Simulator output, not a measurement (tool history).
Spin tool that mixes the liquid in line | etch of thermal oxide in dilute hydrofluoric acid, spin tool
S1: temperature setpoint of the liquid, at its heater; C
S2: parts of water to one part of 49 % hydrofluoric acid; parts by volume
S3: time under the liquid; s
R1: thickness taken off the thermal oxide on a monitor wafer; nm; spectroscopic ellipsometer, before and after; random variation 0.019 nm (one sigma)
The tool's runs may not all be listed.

run 1 hour=0 | S1=24 S2=260 S3=280 | R1=3.8547
run 2 hour=4 | S1=22.5 S2=260 S3=280 | R1=3.6365
run 3 hour=8.8 | S1=22.5 S2=260 S3=300 | R1=3.8943
run 4 hour=15.3 | S1=21 S2=280 S3=300 | R1=3.4122
run 5 hour=19.4 | S1=21 S2=190 S3=300 | R1=5.472
run 6 hour=21.4 | S1=20 S2=235 S3=300 | R1=4.037

Forecast run 7:
run 7 hour=25 | S1=19 S2=260 S3=300 | R1=?

Run 7 gave R1 3.4275 nm.
